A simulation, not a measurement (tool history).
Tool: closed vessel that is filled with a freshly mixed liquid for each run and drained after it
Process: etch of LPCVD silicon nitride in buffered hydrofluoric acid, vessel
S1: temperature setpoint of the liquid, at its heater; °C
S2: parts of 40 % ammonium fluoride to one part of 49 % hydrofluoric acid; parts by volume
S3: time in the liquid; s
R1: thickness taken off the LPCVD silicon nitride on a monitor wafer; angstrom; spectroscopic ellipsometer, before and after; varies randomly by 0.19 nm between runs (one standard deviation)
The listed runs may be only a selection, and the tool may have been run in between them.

run	hour	S1	S2	S3	R1
1	0.0	24.0	10.0	3035	432.00
2	6.2	24.0	10.0	3240	462.66
3	10.5	23.5	10.5	3240	428.03
4	14.0	25.5	10.5	3240	479.22
5	19.1	25.5	9.0	3240	536.21
6	22.3	22.5	9.0	3240	460.73
7	28.0	22.0	9.5	3240	435.76

Predict the results of run 8:
8	34.8	21.5	10.0	3240	?

Logged for run 8: R1 402.55 angstrom.
